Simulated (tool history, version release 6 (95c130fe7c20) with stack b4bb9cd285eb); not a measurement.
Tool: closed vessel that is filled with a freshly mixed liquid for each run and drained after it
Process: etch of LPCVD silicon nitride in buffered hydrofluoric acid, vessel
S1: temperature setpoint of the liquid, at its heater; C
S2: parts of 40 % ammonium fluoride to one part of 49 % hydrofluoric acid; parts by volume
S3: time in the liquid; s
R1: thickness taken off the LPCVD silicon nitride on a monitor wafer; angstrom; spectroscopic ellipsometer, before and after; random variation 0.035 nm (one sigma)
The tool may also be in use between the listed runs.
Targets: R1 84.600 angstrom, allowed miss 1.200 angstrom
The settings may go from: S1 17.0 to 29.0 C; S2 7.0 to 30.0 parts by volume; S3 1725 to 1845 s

run,hour,S1,S2,S3,R1
1,0.0,21.0,20.0,1725,129.000
2,1.1,21.0,20.0,1725,129.350
3,6.2,22.5,20.0,1725,140.910
4,8.4,21.0,21.5,1725,123.770
5,12.7,19.0,21.5,1725,111.080
6,16.0,18.5,23.0,1725,102.110
7,21.7,18.0,24.0,1725,96.322
8,28.9,17.5,24.5,1725,92.195
9,30.8,17.5,25.0,1725,91.640
# hour 37.1: thermometer replaced
10,37.1,17.5,25.5,1725,80.254
11,43.5,18.0,25.5,1725,82.321

Which of these 5 next moves meets every target?
A,49.9,17.5,26.0,1840,?
B,49.9,17.0,26.0,1830,?
C,49.9,17.5,25.0,1725,?
D,49.9,17.0,25.0,1775,?
E,49.9,17.0,25.0,1785,?

move,R1
A,83.887
B,81.076
C,80.810
D,80.805
E,81.261
A: meets every target
B: further off than the last run
C: further off than the last run
D: further off than the last run
E: further off than the last run
Move A is the one to make.
